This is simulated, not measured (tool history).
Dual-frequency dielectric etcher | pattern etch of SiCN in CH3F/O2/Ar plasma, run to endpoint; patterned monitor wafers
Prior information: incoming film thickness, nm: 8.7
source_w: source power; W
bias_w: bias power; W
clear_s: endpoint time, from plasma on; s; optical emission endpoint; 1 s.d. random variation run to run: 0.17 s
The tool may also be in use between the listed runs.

{"run": 1, "hour": 0.0, "source_w": 320, "bias_w": 64, "clear_s": 28.375}
{"run": 2, "hour": 3.3, "source_w": 350, "bias_w": 64, "clear_s": 27.486}
{"run": 3, "hour": 4.4, "source_w": 330, "bias_w": 62, "clear_s": 28.237}
{"run": 4, "hour": 6.1, "source_w": 330, "bias_w": 66, "clear_s": 27.451}
{"run": 5, "hour": 7.3, "source_w": 330, "bias_w": 59, "clear_s": 28.646}
{"run": 6, "hour": 14.1, "source_w": 370, "bias_w": 59, "clear_s": 27.314}
{"run": 7, "hour": 17.4, "source_w": 350, "bias_w": 57, "clear_s": 28.443}

Expected results for the next run?
{"run": 8, "hour": 24.6, "source_w": 340, "bias_w": 56, "clear_s": "?"}

{"run 8": {"clear_s": 28.559}}
